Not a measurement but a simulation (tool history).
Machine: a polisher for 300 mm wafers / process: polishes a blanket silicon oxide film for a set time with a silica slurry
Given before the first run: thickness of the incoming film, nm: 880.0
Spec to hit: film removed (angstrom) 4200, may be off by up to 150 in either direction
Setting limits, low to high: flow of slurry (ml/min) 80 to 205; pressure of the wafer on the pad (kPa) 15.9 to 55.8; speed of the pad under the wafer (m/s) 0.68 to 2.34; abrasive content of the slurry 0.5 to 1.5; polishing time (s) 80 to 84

run  hour  flow of slurry (ml/min)  pressure of the wafer on the pad (kPa)  speed of the pad under the wafer (m/s)  abrasive content of the slurry  polishing time (s)  film removed (angstrom)
  1     0                      135                                    35.9                                     1.5                               1                  80                     3488
  2     3                      150                                    35.9                                     1.5                               1                  80                   3570.3
  3  10.4                      150                                    31.7                                     1.5                               1                  80                   3261.5
  4  16.7                      155                                    32.4                                     1.5                               1                  80                   3333.8
  5  23.7                      155                                    33.1                                     1.5                               1                  80                   3390.6
  6  28.1                      180                                    33.1                                     1.5                               1                  80                   3453.8
  7  35.3                      180                                    33.8                                     1.5                               1                  80                   3475.2
  8  42.8                      180                                    34.5                                     1.5                               1                  80                   3545.6
  9  45.8                      180                                    35.2                                     1.5                               1                  80                   3580.1
 10  54.6                      180                                    35.9                                     1.5                               1                  80                   3636.3
 11  63.2                      180                                    36.5                                     1.5                               1                  80                   3700.2
 12    66                      180                                    37.2                                     1.5                               1                  80                   3761.6
 13  72.8                      180                                    37.9                                     1.5                               1                  80                   3765.4

Which single option among these 4 for the next run brings every result within its allowed miss of target? Just one does.
  A  79.6                      165                                    37.2                                     1.3                            1.15                  80                        ?
  B  79.6                      205                                    41.4                                    1.56                               1                  84                        ?
  C  79.6                      170                                    37.9                                    1.74                            1.05                  80                        ?
  D  79.6                      175                                    33.8                                    1.38                            1.05                  81                        ?

move  film removed (angstrom)
   A                   3511.4
   B                   4391.4
   C                   4202.7
   D                   3362.5
A: further off than the last run
B: takes the biggest miss from the last run beyond its target
C: each result inside its tolerance
D: further off than the last run
Answer: C
